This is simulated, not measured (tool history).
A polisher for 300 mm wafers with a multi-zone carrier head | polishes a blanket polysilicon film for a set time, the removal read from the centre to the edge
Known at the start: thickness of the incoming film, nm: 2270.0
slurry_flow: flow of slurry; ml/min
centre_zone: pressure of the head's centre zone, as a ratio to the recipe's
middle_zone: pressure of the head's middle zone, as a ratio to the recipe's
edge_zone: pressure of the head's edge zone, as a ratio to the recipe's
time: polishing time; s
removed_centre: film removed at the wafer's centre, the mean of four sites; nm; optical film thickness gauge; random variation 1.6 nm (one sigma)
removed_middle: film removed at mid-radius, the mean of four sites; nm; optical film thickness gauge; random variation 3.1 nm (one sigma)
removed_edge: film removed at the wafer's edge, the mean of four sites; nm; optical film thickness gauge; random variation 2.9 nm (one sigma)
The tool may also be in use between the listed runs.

run,hour,slurry_flow,centre_zone,middle_zone,edge_zone,time,removed_centre,removed_middle,removed_edge
1,0,155,1,1,1,48,391.77,392.27,398.28
2,1.9,155,1,1,1,56,457,462.23,465.73
3,7.8,155,1,1,1,64,520.63,529.92,530.07
4,12.2,150,0.98,1,0.98,61,485.18,509.11,497.64
5,20.3,150,0.98,1,0.93,61,482.23,492.43,487.54
6,29.2,150,0.98,0.93,0.93,61,482.29,471.77,501.66
7,31.1,105,0.88,0.98,0.83,47,300.02,348.22,339.29

Forecast run 8:
8,38.9,105,0.88,0.98,0.83,46,?,?,?

{"run 8": {"removed_centre": 297.36, "removed_middle": 330.99, "removed_edge": 332.43}}
